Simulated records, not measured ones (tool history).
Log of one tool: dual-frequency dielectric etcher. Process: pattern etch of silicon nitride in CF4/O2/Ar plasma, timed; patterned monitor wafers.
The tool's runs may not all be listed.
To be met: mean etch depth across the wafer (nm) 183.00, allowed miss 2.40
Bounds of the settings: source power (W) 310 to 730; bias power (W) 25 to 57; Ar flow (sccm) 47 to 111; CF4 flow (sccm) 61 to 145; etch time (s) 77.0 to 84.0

run,hour,source power (W),bias power (W),Ar flow (sccm),CF4 flow (sccm),etch time (s),mean etch depth across the wafer (nm)
1,0.0,520,41,79,103,84.0,150.46
2,7.9,540,41,79,103,84.0,155.81
3,13.7,540,41,79,92,84.0,154.06
4,17.6,560,41,79,92,84.0,159.59
5,24.5,570,41,79,92,84.0,161.84
6,28.8,580,41,79,92,84.0,165.47
7,30.9,580,41,79,92,84.0,165.05
8,33.0,590,41,79,92,84.0,167.46
9,37.6,600,41,79,92,84.0,170.09
10,40.4,610,41,79,92,84.0,174.10
11,42.9,630,41,79,92,84.0,178.42

Which of these 5 next moves meets every target?
A,45.4,610,43,75,119,84.0,?
B,45.4,680,39,68,82,77.0,?
C,45.4,630,45,83,100,78.5,?
D,45.4,600,44,77,94,84.0,?
E,45.4,640,42,84,93,80.0,?

move,mean etch depth across the wafer (nm)
A,183.75
B,176.87
C,172.73
D,175.79
E,172.77
A: meets every target
B: further off than the last run
C: further off than the last run
D: further off than the last run
E: further off than the last run
The right move is A.
